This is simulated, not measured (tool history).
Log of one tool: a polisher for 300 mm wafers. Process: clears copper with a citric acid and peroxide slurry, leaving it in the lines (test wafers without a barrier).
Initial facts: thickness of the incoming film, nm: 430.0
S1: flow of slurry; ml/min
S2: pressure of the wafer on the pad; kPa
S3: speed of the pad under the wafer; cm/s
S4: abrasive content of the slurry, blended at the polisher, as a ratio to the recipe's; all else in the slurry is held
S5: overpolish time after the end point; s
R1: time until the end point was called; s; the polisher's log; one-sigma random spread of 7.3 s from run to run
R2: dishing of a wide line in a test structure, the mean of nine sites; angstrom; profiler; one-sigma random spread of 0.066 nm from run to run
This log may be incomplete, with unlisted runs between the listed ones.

{"run": 1, "hour": 0.0, "S1": 275, "S2": 28.3, "S3": 104, "S4": 1, "S5": 25, "R1": 148.89, "R2": 401.82}
{"run": 2, "hour": 0.9, "S1": 275, "S2": 28.3, "S3": 104, "S4": 0.8, "S5": 25, "R1": 160.83, "R2": 375.16}
{"run": 3, "hour": 2.4, "S1": 235, "S2": 22.8, "S3": 84, "S4": 0.7, "S5": 19, "R1": 257.97, "R2": 199.82}
{"run": 4, "hour": 7.0, "S1": 235, "S2": 22.8, "S3": 84, "S4": 0.6, "S5": 19, "R1": 262.97, "R2": 192.58}
{"run": 5, "hour": 11.8, "S1": 210, "S2": 19.3, "S3": 76, "S4": 0.55, "S5": 15, "R1": 360.28, "R2": 114.52}
{"run": 6, "hour": 13.1, "S1": 195, "S2": 17.9, "S3": 78, "S4": 0.55, "S5": 13, "R1": 376.68, "R2": 97.072}
{"run": 7, "hour": 22.0, "S1": 185, "S2": 17.2, "S3": 80, "S4": 0.55, "S5": 11, "R1": 377.31, "R2": 79.84}
{"run": 8, "hour": 29.8, "S1": 180, "S2": 16.5, "S3": 80, "S4": 0.55, "S5": 11, "R1": 405.21, "R2": 77.117}
{"run": 9, "hour": 33.2, "S1": 180, "S2": 15.9, "S3": 82, "S4": 0.55, "S5": 10, "R1": 407.6, "R2": 69.487}
{"run": 10, "hour": 39.6, "S1": 175, "S2": 15.9, "S3": 82, "S4": 0.55, "S5": 10, "R1": 394.42, "R2": 69.914}
{"run": 11, "hour": 47.8, "S1": 175, "S2": 13.1, "S3": 82, "S4": 0.55, "S5": 10, "R1": 478.86, "R2": 59.299}
{"run": 12, "hour": 52.6, "S1": 190, "S2": 13.8, "S3": 84, "S4": 0.55, "S5": 9, "R1": 444.22, "R2": 55.651}

Run 13, settings as shown, results not yet in. Your forecast:
{"run": 13, "hour": 54.9, "S1": 185, "S2": 14.5, "S3": 82, "S4": 0.55, "S5": 9, "R1": "?", "R2": "?"}

{"run 13": {"R1": 436.9, "R2": 56.102}}
